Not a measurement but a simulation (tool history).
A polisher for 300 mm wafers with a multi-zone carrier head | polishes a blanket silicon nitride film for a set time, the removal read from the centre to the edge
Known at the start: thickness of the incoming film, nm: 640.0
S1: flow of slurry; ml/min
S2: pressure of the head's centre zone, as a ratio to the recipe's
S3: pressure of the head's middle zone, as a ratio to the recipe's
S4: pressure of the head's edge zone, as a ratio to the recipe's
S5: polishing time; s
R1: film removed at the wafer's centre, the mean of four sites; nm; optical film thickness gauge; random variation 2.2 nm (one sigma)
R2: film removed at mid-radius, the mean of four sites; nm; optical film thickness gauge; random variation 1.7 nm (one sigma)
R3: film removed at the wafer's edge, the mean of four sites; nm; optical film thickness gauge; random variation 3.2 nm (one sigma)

run  hour   S1    S2    S3    S4  S5      R1      R2      R3
  1   0.0  160  1.00  1.00  1.00  68  193.90  196.21  201.67
  2   2.4  175  1.04  1.01  1.04  70  213.26  206.81  207.73
  3   5.3  175  1.05  0.99  1.06  73  223.20  212.29  223.91
  4   9.7  175  1.05  1.06  1.06  73  226.74  227.98  226.69
  5  18.2  175  1.05  1.10  1.06  73  226.84  233.71  218.92
  6  24.4  185  1.07  1.07  1.09  74  234.14  231.75  232.11

Forecast run 7:
  7  30.8  195  1.09  1.06  1.10  74   ?   ?   ?

{"run 7": {"R1": 239.44, "R2": 232.79, "R3": 229.17}}
